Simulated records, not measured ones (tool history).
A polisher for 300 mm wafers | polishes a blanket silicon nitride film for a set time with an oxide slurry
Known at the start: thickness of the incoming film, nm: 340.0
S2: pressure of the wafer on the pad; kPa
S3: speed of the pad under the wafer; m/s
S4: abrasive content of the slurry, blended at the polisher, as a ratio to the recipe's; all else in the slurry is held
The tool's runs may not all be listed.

run 1 hour=0.0 | flow_of_slurry_(ml/min)=175 S2=20.7 S3=1.28 S4=1.00 polishing_time_(s)=109 | film_removed_(nm)=60.520
run 2 hour=0.9 | flow_of_slurry_(ml/min)=175 S2=20.7 S3=1.10 S4=1.00 polishing_time_(s)=109 | film_removed_(nm)=54.336
run 3 hour=1.9 | flow_of_slurry_(ml/min)=180 S2=24.1 S3=1.10 S4=1.00 polishing_time_(s)=109 | film_removed_(nm)=64.768
run 4 hour=2.7 | flow_of_slurry_(ml/min)=220 S2=24.1 S3=1.10 S4=1.00 polishing_time_(s)=109 | film_removed_(nm)=65.077
run 5 hour=8.8 | flow_of_slurry_(ml/min)=220 S2=26.2 S3=1.10 S4=1.00 polishing_time_(s)=109 | film_removed_(nm)=71.282
run 6 hour=16.6 | flow_of_slurry_(ml/min)=220 S2=26.2 S3=1.10 S4=0.85 polishing_time_(s)=109 | film_removed_(nm)=65.864
run 7 hour=17.2 | flow_of_slurry_(ml/min)=220 S2=28.3 S3=1.14 S4=0.85 polishing_time_(s)=109 | film_removed_(nm)=73.200

The next listed run, before its measurement:
run 8 hour=20.9 | flow_of_slurry_(ml/min)=220 S2=29.6 S3=1.18 S4=0.85 polishing_time_(s)=109 | film_removed_(nm)=?

{"run 8": {"film removed (nm)": 79.271}}
